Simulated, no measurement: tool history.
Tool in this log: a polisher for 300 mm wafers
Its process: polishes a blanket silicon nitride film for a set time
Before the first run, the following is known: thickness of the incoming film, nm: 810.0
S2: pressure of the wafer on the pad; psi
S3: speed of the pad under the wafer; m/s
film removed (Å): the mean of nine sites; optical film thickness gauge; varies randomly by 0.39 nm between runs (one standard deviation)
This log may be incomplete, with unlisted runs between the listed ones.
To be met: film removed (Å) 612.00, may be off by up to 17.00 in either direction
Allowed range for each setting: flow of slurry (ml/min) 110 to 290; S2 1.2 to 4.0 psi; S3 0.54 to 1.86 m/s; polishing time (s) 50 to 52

run 1 hour=0.0 | flow_of_slurry_(ml/min)=185 S2=2.6 S3=1.18 polishing_time_(s)=50 | film_removed_(Å)=807.88
run 2 hour=7.5 | flow_of_slurry_(ml/min)=180 S2=2.4 S3=1.18 polishing_time_(s)=50 | film_removed_(Å)=742.83
run 3 hour=12.9 | flow_of_slurry_(ml/min)=180 S2=2.4 S3=0.98 polishing_time_(s)=50 | film_removed_(Å)=667.63
run 4 hour=20.5 | flow_of_slurry_(ml/min)=175 S2=2.3 S3=0.98 polishing_time_(s)=50 | film_removed_(Å)=645.39
run 5 hour=26.7 | flow_of_slurry_(ml/min)=195 S2=2.3 S3=0.98 polishing_time_(s)=50 | film_removed_(Å)=657.74
run 6 hour=32.5 | flow_of_slurry_(ml/min)=195 S2=2.3 S3=0.98 polishing_time_(s)=52 | film_removed_(Å)=680.28
run 7 hour=35.3 | flow_of_slurry_(ml/min)=195 S2=2.3 S3=0.98 polishing_time_(s)=52 | film_removed_(Å)=684.73
run 8 hour=36.6 | flow_of_slurry_(ml/min)=190 S2=2.2 S3=0.98 polishing_time_(s)=52 | film_removed_(Å)=654.16
run 9 hour=40.6 | flow_of_slurry_(ml/min)=185 S2=2.2 S3=0.98 polishing_time_(s)=52 | film_removed_(Å)=653.77
run 10 hour=47.8 | flow_of_slurry_(ml/min)=180 S2=2.2 S3=0.98 polishing_time_(s)=52 | film_removed_(Å)=656.42

4 candidate next runs follow, results not yet known. Just one meets every target within its allowed miss. Identify it.
run A hour=55.0 | flow_of_slurry_(ml/min)=170 S2=2.0 S3=1.10 polishing_time_(s)=50 | film_removed_(Å)=?
run B hour=55.0 | flow_of_slurry_(ml/min)=180 S2=2.5 S3=1.08 polishing_time_(s)=50 | film_removed_(Å)=?
run C hour=55.0 | flow_of_slurry_(ml/min)=195 S2=2.3 S3=0.96 polishing_time_(s)=50 | film_removed_(Å)=?
run D hour=55.0 | flow_of_slurry_(ml/min)=200 S2=2.6 S3=0.86 polishing_time_(s)=50 | film_removed_(Å)=?

move=A film_removed_(Å)=616.88
move=B film_removed_(Å)=729.17
move=C film_removed_(Å)=645.92
move=D film_removed_(Å)=669.71
A: hits every target within its allowed miss
B: moves away from the targets compared with the last run
C: an improvement on the last run, though not all results are within tolerance
D: moves away from the targets compared with the last run
So the answer is move A, the one that meets all the targets.
